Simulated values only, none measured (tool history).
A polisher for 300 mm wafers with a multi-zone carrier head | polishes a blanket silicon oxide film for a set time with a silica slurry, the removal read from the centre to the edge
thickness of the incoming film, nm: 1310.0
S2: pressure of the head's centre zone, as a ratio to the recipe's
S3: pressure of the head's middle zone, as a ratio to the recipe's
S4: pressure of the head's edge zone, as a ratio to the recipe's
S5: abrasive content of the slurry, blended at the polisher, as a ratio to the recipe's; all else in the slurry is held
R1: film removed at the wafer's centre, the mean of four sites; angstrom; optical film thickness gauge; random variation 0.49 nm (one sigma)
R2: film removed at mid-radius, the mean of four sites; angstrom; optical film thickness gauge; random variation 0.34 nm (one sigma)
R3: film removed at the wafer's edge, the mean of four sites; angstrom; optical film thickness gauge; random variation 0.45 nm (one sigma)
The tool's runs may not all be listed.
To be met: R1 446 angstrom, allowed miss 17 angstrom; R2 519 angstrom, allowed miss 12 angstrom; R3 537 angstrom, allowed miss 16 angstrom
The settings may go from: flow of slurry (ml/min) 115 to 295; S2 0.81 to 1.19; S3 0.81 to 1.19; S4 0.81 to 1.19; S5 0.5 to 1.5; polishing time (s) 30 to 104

run 1 day=0 | flow_of_slurry_(ml/min)=190 S2=1 S3=1 S4=1 S5=1 polishing_time_(s)=67 | R1=1156.2 R2=1161.2 R3=1187.2
run 2 day=0.038 | flow_of_slurry_(ml/min)=190 S2=1 S3=1 S4=1.06 S5=1 polishing_time_(s)=67 | R1=1180 R2=1159.7 R3=1216.2
run 3 day=0.129 | flow_of_slurry_(ml/min)=190 S2=1 S3=1 S4=1.01 S5=1 polishing_time_(s)=67 | R1=1160.1 R2=1143.2 R3=1180.6
run 4 day=0.312 | flow_of_slurry_(ml/min)=150 S2=1 S3=1 S4=1.01 S5=1 polishing_time_(s)=67 | R1=1123 R2=1091.6 R3=1153.1
run 5 day=0.621 | flow_of_slurry_(ml/min)=150 S2=1.05 S3=1 S4=1.01 S5=1 polishing_time_(s)=67 | R1=1160.1 R2=1102.4 R3=1145.8
run 6 day=0.846 | flow_of_slurry_(ml/min)=145 S2=0.97 S3=1.01 S4=0.99 S5=0.85 polishing_time_(s)=56 | R1=786 R2=834.22 R3=854.21
run 7 day=1.142 | flow_of_slurry_(ml/min)=130 S2=0.87 S3=0.91 S4=0.89 S5=0.6 polishing_time_(s)=44 | R1=404.91 R2=438.43 R3=467.39
run 8 day=1.517 | flow_of_slurry_(ml/min)=160 S2=0.86 S3=0.93 S4=0.91 S5=0.6 polishing_time_(s)=44 | R1=420.85 R2=467.62 R3=495.59
run 9 day=1.875 | flow_of_slurry_(ml/min)=180 S2=0.86 S3=0.94 S4=0.92 S5=0.6 polishing_time_(s)=44 | R1=434.09 R2=482.34 R3=503.94
run 10 day=2.088 | flow_of_slurry_(ml/min)=190 S2=0.85 S3=0.95 S4=0.94 S5=0.6 polishing_time_(s)=44 | R1=432.29 R2=496.34 R3=515.37
run 11 day=2.438 | flow_of_slurry_(ml/min)=200 S2=0.85 S3=0.95 S4=0.95 S5=0.6 polishing_time_(s)=44 | R1=441.08 R2=494.18 R3=512.26
run 12 day=2.575 | flow_of_slurry_(ml/min)=195 S2=0.85 S3=0.96 S4=0.97 S5=0.6 polishing_time_(s)=44 | R1=433.99 R2=499.5 R3=525.47

Which of these 5 next moves meets every target?
run A day=2.712 | flow_of_slurry_(ml/min)=220 S2=0.87 S3=1.02 S4=0.9 S5=0.55 polishing_time_(s)=47 | R1=? R2=? R3=?
run B day=2.712 | flow_of_slurry_(ml/min)=195 S2=0.84 S3=0.98 S4=0.93 S5=0.6 polishing_time_(s)=43 | R1=? R2=? R3=?
run C day=2.712 | flow_of_slurry_(ml/min)=215 S2=0.82 S3=0.94 S4=0.9 S5=0.75 polishing_time_(s)=38 | R1=? R2=? R3=?
run D day=2.712 | flow_of_slurry_(ml/min)=190 S2=0.82 S3=0.86 S4=1.1 S5=0.7 polishing_time_(s)=41 | R1=? R2=? R3=?
run E day=2.712 | flow_of_slurry_(ml/min)=230 S2=0.81 S3=1.05 S4=0.93 S5=0.7 polishing_time_(s)=37 | R1=? R2=? R3=?

move=A R1=440.73 R2=518.21 R3=498.14
move=B R1=417.86 R2=494.32 R3=499.87
move=C R1=446.43 R2=523 R3=537.1
move=D R1=445.49 R2=488.29 R3=590.89
move=E R1=410.54 R2=530.66 R3=504.29
A: brings the result that was furthest off to its target, and leaves another outside
B: further off than the last run
C: meets every target
D: further off than the last run
E: brings the result that was furthest off to its target, and leaves another outside
Answer: C

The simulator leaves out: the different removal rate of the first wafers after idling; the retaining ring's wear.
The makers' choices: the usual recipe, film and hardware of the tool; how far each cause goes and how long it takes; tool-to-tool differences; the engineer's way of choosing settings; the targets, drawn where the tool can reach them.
